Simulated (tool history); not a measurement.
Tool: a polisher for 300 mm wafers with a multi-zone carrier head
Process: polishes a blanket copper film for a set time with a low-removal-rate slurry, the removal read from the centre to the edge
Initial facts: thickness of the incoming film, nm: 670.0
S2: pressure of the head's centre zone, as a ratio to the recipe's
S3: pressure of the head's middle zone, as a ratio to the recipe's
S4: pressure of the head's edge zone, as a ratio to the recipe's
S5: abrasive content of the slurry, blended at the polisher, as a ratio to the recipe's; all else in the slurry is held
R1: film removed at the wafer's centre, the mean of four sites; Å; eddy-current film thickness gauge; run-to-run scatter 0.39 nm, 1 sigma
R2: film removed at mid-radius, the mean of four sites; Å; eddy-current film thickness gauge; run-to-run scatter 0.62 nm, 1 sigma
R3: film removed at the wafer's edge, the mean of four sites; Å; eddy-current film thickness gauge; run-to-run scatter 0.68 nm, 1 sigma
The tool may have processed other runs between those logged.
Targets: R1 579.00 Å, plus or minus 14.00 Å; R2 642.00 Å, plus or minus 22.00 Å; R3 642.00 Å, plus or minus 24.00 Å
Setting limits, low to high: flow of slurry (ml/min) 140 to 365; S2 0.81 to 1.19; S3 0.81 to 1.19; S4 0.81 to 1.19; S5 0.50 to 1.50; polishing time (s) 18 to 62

{"run": 1, "day": 0.0, "flow of slurry (ml/min)": 235, "S2": 1.0, "S3": 1.0, "S4": 1.0, "S5": 1.0, "polishing time (s)": 40, "R1": 951.16, "R2": 968.1, "R3": 973.7}
{"run": 2, "day": 0.129, "flow of slurry (ml/min)": 225, "S2": 0.95, "S3": 0.97, "S4": 0.95, "S5": 0.85, "polishing time (s)": 37, "R1": 792.26, "R2": 816.77, "R3": 842.08}
{"run": 3, "day": 0.35, "flow of slurry (ml/min)": 220, "S2": 0.92, "S3": 0.97, "S4": 0.91, "S5": 0.75, "polishing time (s)": 35, "R1": 706.84, "R2": 755.55, "R3": 743.16}
{"run": 4, "day": 0.496, "flow of slurry (ml/min)": 205, "S2": 0.88, "S3": 0.94, "S4": 0.88, "S5": 0.7, "polishing time (s)": 35, "R1": 654.8, "R2": 717.62, "R3": 709.21}
{"run": 5, "day": 0.854, "flow of slurry (ml/min)": 205, "S2": 0.81, "S3": 0.94, "S4": 0.88, "S5": 0.7, "polishing time (s)": 35, "R1": 606.74, "R2": 702.91, "R3": 716.44}
{"run": 6, "day": 1.138, "flow of slurry (ml/min)": 195, "S2": 0.81, "S3": 0.92, "S4": 0.86, "S5": 0.65, "polishing time (s)": 35, "R1": 589.56, "R2": 691.86, "R3": 691.94}
{"run": 7, "day": 1.479, "flow of slurry (ml/min)": 195, "S2": 0.81, "S3": 0.92, "S4": 0.86, "S5": 0.65, "polishing time (s)": 35, "R1": 587.04, "R2": 680.51, "R3": 696.52}
{"run": 8, "day": 1.758, "flow of slurry (ml/min)": 190, "S2": 0.82, "S3": 0.91, "S4": 0.84, "S5": 0.6, "polishing time (s)": 35, "R1": 580.83, "R2": 662.95, "R3": 669.19}

Pick the move, out of 4, that brings all results within their allowed miss; only one does.
{"run": "A", "day": 2.038, "flow of slurry (ml/min)": 145, "S2": 0.86, "S3": 0.91, "S4": 0.82, "S5": 0.7, "polishing time (s)": 34, "R1": "?", "R2": "?", "R3": "?"}
{"run": "B", "day": 2.038, "flow of slurry (ml/min)": 200, "S2": 0.87, "S3": 0.87, "S4": 0.81, "S5": 0.65, "polishing time (s)": 34, "R1": "?", "R2": "?", "R3": "?"}
{"run": "C", "day": 2.038, "flow of slurry (ml/min)": 220, "S2": 0.81, "S3": 0.9, "S4": 0.89, "S5": 0.5, "polishing time (s)": 36, "R1": "?", "R2": "?", "R3": "?"}
{"run": "D", "day": 2.038, "flow of slurry (ml/min)": 260, "S2": 0.81, "S3": 0.82, "S4": 0.96, "S5": 0.5, "polishing time (s)": 35, "R1": "?", "R2": "?", "R3": "?"}

move=A R1=578.43 R2=641.08 R3=643.57
move=B R1=618.32 R2=647.31 R3=659.61
move=C R1=580.69 R2=670.77 R3=689.32
move=D R1=578.45 R2=617.62 R3=706.05
A: all results land within tolerance of their targets
B: brings the last run's worst result on target, with another outside its allowed miss
C: moves away from the targets compared with the last run
D: moves away from the targets compared with the last run
Move A is the one to make.

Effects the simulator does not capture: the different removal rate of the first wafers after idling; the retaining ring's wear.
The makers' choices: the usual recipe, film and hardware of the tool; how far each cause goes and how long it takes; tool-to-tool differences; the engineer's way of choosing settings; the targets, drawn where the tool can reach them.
